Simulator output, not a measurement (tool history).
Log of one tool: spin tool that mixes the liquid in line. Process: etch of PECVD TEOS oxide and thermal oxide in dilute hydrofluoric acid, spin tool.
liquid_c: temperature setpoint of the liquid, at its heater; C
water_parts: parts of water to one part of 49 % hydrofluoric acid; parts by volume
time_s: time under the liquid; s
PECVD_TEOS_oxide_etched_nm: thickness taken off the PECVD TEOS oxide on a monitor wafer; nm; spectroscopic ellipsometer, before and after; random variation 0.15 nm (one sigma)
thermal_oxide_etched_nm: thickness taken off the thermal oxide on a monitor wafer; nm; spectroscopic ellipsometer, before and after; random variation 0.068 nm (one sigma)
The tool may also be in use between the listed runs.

Run 1, hour 0.0: liquid_c 23.0 C, water_parts 190 parts by volume, time_s 180 s. Result: PECVD_TEOS_oxide_etched_nm 10.716 nm, thermal_oxide_etched_nm 4.0261 nm.
Run 2, hour 5.2: liquid_c 23.0 C, water_parts 190 parts by volume, time_s 235 s. Result: PECVD_TEOS_oxide_etched_nm 13.944 nm, thermal_oxide_etched_nm 5.3061 nm.
Run 3, hour 6.2: liquid_c 25.0 C, water_parts 190 parts by volume, time_s 235 s. Result: PECVD_TEOS_oxide_etched_nm 15.155 nm, thermal_oxide_etched_nm 5.6877 nm.
Run 4, hour 8.8: liquid_c 25.5 C, water_parts 180 parts by volume, time_s 235 s. Result: PECVD_TEOS_oxide_etched_nm 16.313 nm, thermal_oxide_etched_nm 6.1496 nm.
Run 5, hour 12.2: liquid_c 26.0 C, water_parts 175 parts by volume, time_s 235 s. Result: PECVD_TEOS_oxide_etched_nm 17.330 nm, thermal_oxide_etched_nm 6.4147 nm.
Run 6, hour 19.4: liquid_c 26.0 C, water_parts 175 parts by volume, time_s 310 s. Result: PECVD_TEOS_oxide_etched_nm 22.661 nm, thermal_oxide_etched_nm 8.5101 nm.

The next listed run, before its measurement:
Run 7, hour 23.1: liquid_c 26.5 C, water_parts 175 parts by volume, time_s 310 s. Result: PECVD_TEOS_oxide_etched_nm ?, thermal_oxide_etched_nm ?.

{"run 7": {"PECVD_TEOS_oxide_etched_nm": 23.261, "thermal_oxide_etched_nm": 8.8053}}
